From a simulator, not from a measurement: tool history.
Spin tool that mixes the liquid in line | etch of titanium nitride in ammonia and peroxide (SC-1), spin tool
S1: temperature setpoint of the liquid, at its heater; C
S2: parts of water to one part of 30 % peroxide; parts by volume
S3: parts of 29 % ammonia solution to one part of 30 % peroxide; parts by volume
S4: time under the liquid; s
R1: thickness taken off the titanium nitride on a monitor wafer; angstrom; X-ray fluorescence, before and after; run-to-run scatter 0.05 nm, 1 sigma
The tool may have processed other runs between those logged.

run,day,S1,S2,S3,S4,R1
1,0.000,53.0,6.5,0.55,55,51.978
2,0.304,53.0,6.5,0.55,35,33.094
3,0.583,46.5,6.5,0.55,35,21.154
4,0.954,48.0,6.5,0.55,35,23.291
5,1.250,48.0,7.5,0.55,35,21.755
6,1.388,48.0,7.5,0.40,35,20.706
7,1.642,49.5,7.5,0.40,35,22.936
8,1.738,51.0,7.5,0.40,35,25.556
9,1.962,52.5,7.5,0.40,35,28.462

Expected results for the next run?
10,2.138,53.5,7.5,0.40,35,?

{"run 10": {"R1": 30.312}}
